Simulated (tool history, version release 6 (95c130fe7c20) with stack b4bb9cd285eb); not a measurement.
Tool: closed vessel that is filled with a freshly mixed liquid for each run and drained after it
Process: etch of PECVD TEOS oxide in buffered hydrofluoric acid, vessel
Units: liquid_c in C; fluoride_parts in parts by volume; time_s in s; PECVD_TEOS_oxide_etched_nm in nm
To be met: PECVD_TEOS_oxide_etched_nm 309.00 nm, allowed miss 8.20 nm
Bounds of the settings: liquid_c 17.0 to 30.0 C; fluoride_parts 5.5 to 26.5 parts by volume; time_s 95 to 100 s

run 1 hour=0.0 | liquid_c=22.0 fluoride_parts=16.0 time_s=95 | PECVD_TEOS_oxide_etched_nm=115.72
run 2 hour=7.7 | liquid_c=23.5 fluoride_parts=14.5 time_s=95 | PECVD_TEOS_oxide_etched_nm=138.76
run 3 hour=9.9 | liquid_c=23.5 fluoride_parts=19.0 time_s=95 | PECVD_TEOS_oxide_etched_nm=108.27
run 4 hour=17.3 | liquid_c=24.5 fluoride_parts=16.5 time_s=95 | PECVD_TEOS_oxide_etched_nm=128.71
run 5 hour=19.1 | liquid_c=25.5 fluoride_parts=14.5 time_s=95 | PECVD_TEOS_oxide_etched_nm=154.72
run 6 hour=22.7 | liquid_c=25.5 fluoride_parts=13.0 time_s=95 | PECVD_TEOS_oxide_etched_nm=171.40
run 7 hour=25.6 | liquid_c=26.5 fluoride_parts=12.0 time_s=95 | PECVD_TEOS_oxide_etched_nm=196.18
run 8 hour=33.8 | liquid_c=27.0 fluoride_parts=11.5 time_s=95 | PECVD_TEOS_oxide_etched_nm=209.63
run 9 hour=36.4 | liquid_c=30.0 fluoride_parts=7.5 time_s=95 | PECVD_TEOS_oxide_etched_nm=365.54
run 10 hour=44.5 | liquid_c=29.5 fluoride_parts=7.5 time_s=95 | PECVD_TEOS_oxide_etched_nm=352.30
run 11 hour=47.0 | liquid_c=29.0 fluoride_parts=7.5 time_s=95 | PECVD_TEOS_oxide_etched_nm=346.14
run 12 hour=48.7 | liquid_c=28.5 fluoride_parts=7.5 time_s=95 | PECVD_TEOS_oxide_etched_nm=338.18
run 13 hour=51.7 | liquid_c=28.0 fluoride_parts=7.5 time_s=95 | PECVD_TEOS_oxide_etched_nm=325.47
run 14 hour=58.1 | liquid_c=27.5 fluoride_parts=7.5 time_s=95 | PECVD_TEOS_oxide_etched_nm=319.77
-- hour=63.4 hydrofluoric acid flow meter replaced
run 15 hour=63.4 | liquid_c=27.0 fluoride_parts=7.5 time_s=95 | PECVD_TEOS_oxide_etched_nm=345.77

Which of these 4 next moves meets every target?
run A hour=68.7 | liquid_c=26.5 fluoride_parts=6.0 time_s=95 | PECVD_TEOS_oxide_etched_nm=?
run B hour=68.7 | liquid_c=27.0 fluoride_parts=7.5 time_s=100 | PECVD_TEOS_oxide_etched_nm=?
run C hour=68.7 | liquid_c=30.0 fluoride_parts=9.0 time_s=95 | PECVD_TEOS_oxide_etched_nm=?
run D hour=68.7 | liquid_c=26.5 fluoride_parts=8.0 time_s=95 | PECVD_TEOS_oxide_etched_nm=?

move=A PECVD_TEOS_oxide_etched_nm=411.41
move=B PECVD_TEOS_oxide_etched_nm=361.31
move=C PECVD_TEOS_oxide_etched_nm=330.23
move=D PECVD_TEOS_oxide_etched_nm=311.67
A: further off than the last run
B: further off than the last run
C: nearer than the last run, and not there yet
D: meets every target
Answer: D

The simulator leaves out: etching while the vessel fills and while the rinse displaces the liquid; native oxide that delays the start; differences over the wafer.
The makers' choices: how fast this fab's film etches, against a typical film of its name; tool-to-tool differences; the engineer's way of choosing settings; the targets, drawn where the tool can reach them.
